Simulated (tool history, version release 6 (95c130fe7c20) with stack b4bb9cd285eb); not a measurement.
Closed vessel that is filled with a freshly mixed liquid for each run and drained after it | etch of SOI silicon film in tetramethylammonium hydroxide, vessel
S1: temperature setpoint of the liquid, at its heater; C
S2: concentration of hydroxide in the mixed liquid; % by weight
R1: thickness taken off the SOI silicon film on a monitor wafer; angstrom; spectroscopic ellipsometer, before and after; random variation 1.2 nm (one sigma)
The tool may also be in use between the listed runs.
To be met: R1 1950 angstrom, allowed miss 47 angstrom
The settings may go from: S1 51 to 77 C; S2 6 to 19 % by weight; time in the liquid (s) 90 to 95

{"run": 1, "hour": 0.0, "S1": 64, "S2": 12.5, "time in the liquid (s)": 90, "R1": 3630.8}
{"run": 2, "hour": 4.9, "S1": 61.5, "S2": 12.5, "time in the liquid (s)": 90, "R1": 3144.8}
{"run": 3, "hour": 13.1, "S1": 59.5, "S2": 12.5, "time in the liquid (s)": 90, "R1": 2760}
{"run": 4, "hour": 21.7, "S1": 58, "S2": 12.5, "time in the liquid (s)": 90, "R1": 2483.3}
{"run": 5, "hour": 25.1, "S1": 58, "S2": 12.5, "time in the liquid (s)": 90, "R1": 2524}
{"run": 6, "hour": 26.2, "S1": 58, "S2": 10.5, "time in the liquid (s)": 90, "R1": 2660.2}
{"run": 7, "hour": 32.7, "S1": 58, "S2": 10.5, "time in the liquid (s)": 90, "R1": 2693.4}
{"run": 8, "hour": 34.0, "S1": 56.5, "S2": 10.5, "time in the liquid (s)": 90, "R1": 2452.7}
{"run": 9, "hour": 38.5, "S1": 55.5, "S2": 10.5, "time in the liquid (s)": 90, "R1": 2280.9}
{"run": 10, "hour": 40.9, "S1": 55, "S2": 10.5, "time in the liquid (s)": 90, "R1": 2210.1}
{"run": 11, "hour": 46.8, "S1": 54.5, "S2": 10.5, "time in the liquid (s)": 90, "R1": 2125.3}
{"run": 12, "hour": 48.6, "S1": 54, "S2": 10.5, "time in the liquid (s)": 90, "R1": 2088.8}
{"run": 13, "hour": 49.8, "S1": 53.5, "S2": 10.5, "time in the liquid (s)": 90, "R1": 1999.8}

Which of these 4 next moves meets every target?
{"run": "A", "hour": 51.0, "S1": 53.5, "S2": 10, "time in the liquid (s)": 90, "R1": "?"}
{"run": "B", "hour": 51.0, "S1": 53.5, "S2": 11, "time in the liquid (s)": 95, "R1": "?"}
{"run": "C", "hour": 51.0, "S1": 54, "S2": 12.5, "time in the liquid (s)": 95, "R1": "?"}
{"run": "D", "hour": 51.0, "S1": 55, "S2": 14, "time in the liquid (s)": 90, "R1": "?"}

move=A R1=2038.3
move=B R1=2083.4
move=C R1=2047.6
move=D R1=1964.8
A: further off than the last run
B: further off than the last run
C: further off than the last run
D: meets every target
The right move is D.

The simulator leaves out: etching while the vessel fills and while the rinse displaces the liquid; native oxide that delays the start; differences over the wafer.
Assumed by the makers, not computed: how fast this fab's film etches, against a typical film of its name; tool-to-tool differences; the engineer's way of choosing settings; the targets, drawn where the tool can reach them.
